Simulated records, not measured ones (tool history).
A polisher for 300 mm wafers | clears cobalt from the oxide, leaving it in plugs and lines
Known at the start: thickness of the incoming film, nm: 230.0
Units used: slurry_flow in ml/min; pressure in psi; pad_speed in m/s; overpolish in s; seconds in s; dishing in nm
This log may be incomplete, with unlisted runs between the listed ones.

{"run": 1, "hour": 0.0, "slurry_flow": 170, "pressure": 2.3, "pad_speed": 1.08, "overpolish": 28, "seconds": 48.432, "dishing": 60.677}
{"run": 2, "hour": 4.4, "slurry_flow": 195, "pressure": 2.3, "pad_speed": 1.08, "overpolish": 28, "seconds": 47.454, "dishing": 59.6}
{"run": 3, "hour": 11.1, "slurry_flow": 195, "pressure": 2.3, "pad_speed": 1.08, "overpolish": 17, "seconds": 48.006, "dishing": 48.682}
{"run": 4, "hour": 16.0, "slurry_flow": 195, "pressure": 2.3, "pad_speed": 0.84, "overpolish": 17, "seconds": 56.034, "dishing": 44.079}
{"run": 5, "hour": 20.2, "slurry_flow": 235, "pressure": 2.3, "pad_speed": 0.84, "overpolish": 17, "seconds": 55.272, "dishing": 44.421}
{"run": 6, "hour": 26.3, "slurry_flow": 235, "pressure": 2.6, "pad_speed": 0.9, "overpolish": 20, "seconds": 45.166, "dishing": 55.277}

Estimate the outcome of run 7 from the log above:
{"run": 7, "hour": 30.7, "slurry_flow": 235, "pressure": 2.8, "pad_speed": 0.92, "overpolish": 18, "seconds": "?", "dishing": "?"}

{"run 7": {"seconds": 41.121, "dishing": 52.449}}

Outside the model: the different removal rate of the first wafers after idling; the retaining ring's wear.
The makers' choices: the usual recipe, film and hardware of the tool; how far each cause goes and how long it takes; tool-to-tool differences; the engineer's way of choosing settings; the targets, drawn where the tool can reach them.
